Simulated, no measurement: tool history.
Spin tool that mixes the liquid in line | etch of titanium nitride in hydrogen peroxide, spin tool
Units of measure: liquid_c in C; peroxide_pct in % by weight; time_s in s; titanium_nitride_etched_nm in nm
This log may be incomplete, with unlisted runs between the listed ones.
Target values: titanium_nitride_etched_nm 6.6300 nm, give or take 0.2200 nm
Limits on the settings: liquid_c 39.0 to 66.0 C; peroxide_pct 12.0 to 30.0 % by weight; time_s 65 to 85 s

run 1 hour=0.0 | liquid_c=55.0 peroxide_pct=22.0 time_s=85 | titanium_nitride_etched_nm=3.2251
run 2 hour=4.1 | liquid_c=55.0 peroxide_pct=20.0 time_s=85 | titanium_nitride_etched_nm=3.1382
run 3 hour=6.9 | liquid_c=57.5 peroxide_pct=20.0 time_s=85 | titanium_nitride_etched_nm=3.7257
run 4 hour=11.7 | liquid_c=61.5 peroxide_pct=20.0 time_s=85 | titanium_nitride_etched_nm=4.9264
run 5 hour=14.4 | liquid_c=62.5 peroxide_pct=20.0 time_s=85 | titanium_nitride_etched_nm=5.2573
-- hour=23.2 new drum of peroxide connected
run 6 hour=23.2 | liquid_c=63.5 peroxide_pct=20.0 time_s=85 | titanium_nitride_etched_nm=5.6225
run 7 hour=27.9 | liquid_c=64.0 peroxide_pct=20.0 time_s=85 | titanium_nitride_etched_nm=5.9047
run 8 hour=32.2 | liquid_c=64.5 peroxide_pct=20.0 time_s=85 | titanium_nitride_etched_nm=6.1322
run 9 hour=37.3 | liquid_c=65.0 peroxide_pct=20.0 time_s=85 | titanium_nitride_etched_nm=6.2090

5 candidate next runs follow, results not yet known. Just one meets every target within its allowed miss. Identify it.
run A hour=42.4 | liquid_c=63.5 peroxide_pct=19.0 time_s=85 | titanium_nitride_etched_nm=?
run B hour=42.4 | liquid_c=65.5 peroxide_pct=15.5 time_s=85 | titanium_nitride_etched_nm=?
run C hour=42.4 | liquid_c=64.0 peroxide_pct=16.5 time_s=85 | titanium_nitride_etched_nm=?
run D hour=42.4 | liquid_c=63.0 peroxide_pct=20.0 time_s=85 | titanium_nitride_etched_nm=?
run E hour=42.4 | liquid_c=66.0 peroxide_pct=20.0 time_s=85 | titanium_nitride_etched_nm=?

move=A titanium_nitride_etched_nm=5.6401
move=B titanium_nitride_etched_nm=6.1659
move=C titanium_nitride_etched_nm=5.6584
move=D titanium_nitride_etched_nm=5.5154
move=E titanium_nitride_etched_nm=6.7264
A: misses by more than the last run did
B: misses by more than the last run did
C: misses by more than the last run did
D: misses by more than the last run did
E: each result inside its tolerance
So the answer is move E, the one that meets all the targets.

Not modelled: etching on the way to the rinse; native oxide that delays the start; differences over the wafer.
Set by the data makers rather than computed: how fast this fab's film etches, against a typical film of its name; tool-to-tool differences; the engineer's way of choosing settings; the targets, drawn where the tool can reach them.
